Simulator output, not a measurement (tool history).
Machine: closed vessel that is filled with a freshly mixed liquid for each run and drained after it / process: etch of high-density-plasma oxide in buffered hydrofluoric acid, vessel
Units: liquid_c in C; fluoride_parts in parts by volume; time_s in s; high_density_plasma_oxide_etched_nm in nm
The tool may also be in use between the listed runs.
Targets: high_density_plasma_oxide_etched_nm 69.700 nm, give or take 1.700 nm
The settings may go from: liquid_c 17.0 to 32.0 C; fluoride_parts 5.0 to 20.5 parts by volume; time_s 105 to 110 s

run	hour	liquid_c	fluoride_parts	time_s	high_density_plasma_oxide_etched_nm
1	0.0	24.0	12.5	105	104.660
2	8.1	24.0	12.5	110	109.390
3	12.2	24.0	12.5	105	104.750
4	13.8	22.5	12.5	105	96.808
5	16.0	22.5	14.0	105	86.662
6	25.0	21.5	14.0	105	82.045
7	30.0	21.0	14.0	105	79.627
8	31.5	20.5	14.0	105	77.656
9	37.5	20.0	14.0	105	74.781

Consider the 5 candidate settings below. Which is the only one whose results all fall within their allowed miss of target?
A	43.5	21.5	16.5	105	?
B	43.5	19.0	12.5	110	?
C	43.5	21.0	14.5	105	?
D	43.5	20.5	14.0	110	?
E	43.5	17.0	12.5	110	?

move	high_density_plasma_oxide_etched_nm
A	69.914
B	83.651
C	77.215
D	81.426
E	74.671
A: meets every target
B: further off than the last run
C: further off than the last run
D: further off than the last run
E: no better and no worse than the last run
Move A is the one to make.
